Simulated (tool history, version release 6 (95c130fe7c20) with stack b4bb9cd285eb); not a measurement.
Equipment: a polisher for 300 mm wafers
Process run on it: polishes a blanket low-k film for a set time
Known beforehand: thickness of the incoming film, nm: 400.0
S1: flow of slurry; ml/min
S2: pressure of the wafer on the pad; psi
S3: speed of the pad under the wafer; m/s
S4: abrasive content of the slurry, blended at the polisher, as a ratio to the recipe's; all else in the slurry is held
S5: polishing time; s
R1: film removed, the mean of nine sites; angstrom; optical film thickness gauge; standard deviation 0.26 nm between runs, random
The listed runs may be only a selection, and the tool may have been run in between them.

Run 1, hour 0.0: S1 225 ml/min, S2 1.9 psi, S3 0.84 m/s, S4 1.0, S5 68 s. Result: R1 209.65 angstrom.
Run 2, hour 3.5: S1 230 ml/min, S2 2.1 psi, S3 0.84 m/s, S4 1.0, S5 68 s. Result: R1 238.26 angstrom.
Run 3, hour 4.5: S1 235 ml/min, S2 2.2 psi, S3 0.84 m/s, S4 1.0, S5 68 s. Result: R1 249.27 angstrom.
Run 4, hour 12.5: S1 240 ml/min, S2 2.3 psi, S3 0.84 m/s, S4 1.0, S5 68 s. Result: R1 259.69 angstrom.
Run 5, hour 15.6: S1 240 ml/min, S2 2.4 psi, S3 0.84 m/s, S4 1.0, S5 68 s. Result: R1 269.90 angstrom.
Run 6, hour 17.2: S1 240 ml/min, S2 2.4 psi, S3 1.06 m/s, S4 1.0, S5 68 s. Result: R1 314.56 angstrom.
Run 7, hour 25.8: S1 240 ml/min, S2 2.3 psi, S3 1.06 m/s, S4 1.0, S5 68 s. Result: R1 300.11 angstrom.

Expected results for the next run?
Run 8, hour 33.8: S1 240 ml/min, S2 2.3 psi, S3 1.06 m/s, S4 1.0, S5 68 s. Result: R1 ?.

R1: 303.85 angstrom
